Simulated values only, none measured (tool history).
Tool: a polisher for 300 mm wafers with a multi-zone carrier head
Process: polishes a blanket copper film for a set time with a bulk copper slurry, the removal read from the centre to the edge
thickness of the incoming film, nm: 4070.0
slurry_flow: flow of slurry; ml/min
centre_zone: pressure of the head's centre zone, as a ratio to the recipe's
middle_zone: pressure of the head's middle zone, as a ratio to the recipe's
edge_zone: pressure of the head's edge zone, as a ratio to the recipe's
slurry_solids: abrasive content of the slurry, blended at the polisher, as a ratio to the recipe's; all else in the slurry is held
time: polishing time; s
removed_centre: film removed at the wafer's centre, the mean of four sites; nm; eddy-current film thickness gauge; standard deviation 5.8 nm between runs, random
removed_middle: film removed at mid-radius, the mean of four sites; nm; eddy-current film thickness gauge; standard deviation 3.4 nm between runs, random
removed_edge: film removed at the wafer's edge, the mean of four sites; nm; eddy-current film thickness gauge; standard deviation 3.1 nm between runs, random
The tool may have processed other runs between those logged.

run,hour,slurry_flow,centre_zone,middle_zone,edge_zone,slurry_solids,time,removed_centre,removed_middle,removed_edge
1,0.0,185,1.00,1.00,1.00,1.00,74,429.25,449.84,441.57
2,4.2,185,0.95,1.00,1.00,1.00,74,418.64,444.65,440.90
3,11.8,185,0.95,1.05,1.00,1.00,74,407.06,465.68,437.63
4,14.9,185,0.91,1.05,1.00,1.00,74,401.27,459.26,435.81
5,15.8,185,0.91,1.05,1.00,1.00,81,437.13,507.79,480.45
6,23.2,175,0.91,1.02,0.97,1.00,81,436.89,499.87,473.05
7,25.7,170,0.92,0.98,0.95,0.95,81,423.92,470.59,464.00
# hour 33.9: worn pad replaced by a new one
8,33.9,165,0.94,0.96,0.93,0.95,81,480.60,513.56,509.59

Estimate the outcome of run 9 from the log above:
9,36.0,180,0.96,0.97,0.97,0.90,80,?,?,?

removed_centre: 493.85 nm
removed_middle: 508.43 nm
removed_edge: 522.85 nm

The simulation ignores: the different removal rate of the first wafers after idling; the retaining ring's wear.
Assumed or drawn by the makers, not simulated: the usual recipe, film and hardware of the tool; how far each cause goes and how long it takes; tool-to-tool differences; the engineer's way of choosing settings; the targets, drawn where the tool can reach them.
